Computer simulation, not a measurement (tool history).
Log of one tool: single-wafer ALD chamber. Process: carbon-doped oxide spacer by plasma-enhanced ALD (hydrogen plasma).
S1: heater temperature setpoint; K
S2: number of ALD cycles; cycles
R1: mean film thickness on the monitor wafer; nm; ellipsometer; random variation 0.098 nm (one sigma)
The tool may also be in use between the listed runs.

run 1 day=0.000 | S1=688.15 S2=592 | R1=26.663
run 2 day=0.146 | S1=688.15 S2=664 | R1=30.283
run 3 day=0.500 | S1=690.15 S2=625 | R1=27.889
run 4 day=0.817 | S1=680.15 S2=625 | R1=28.834
-- day=1.221 thermocouple changed; heater temperature recalibrated
run 5 day=1.221 | S1=682.15 S2=593 | R1=27.632
run 6 day=1.625 | S1=682.15 S2=659 | R1=30.835
run 7 day=1.871 | S1=686.15 S2=624 | R1=28.698
run 8 day=2.233 | S1=689.15 S2=593 | R1=27.118

The next listed run, before its measurement:
run 9 day=2.579 | S1=690.15 S2=564 | R1=?

R1: 25.866 nm
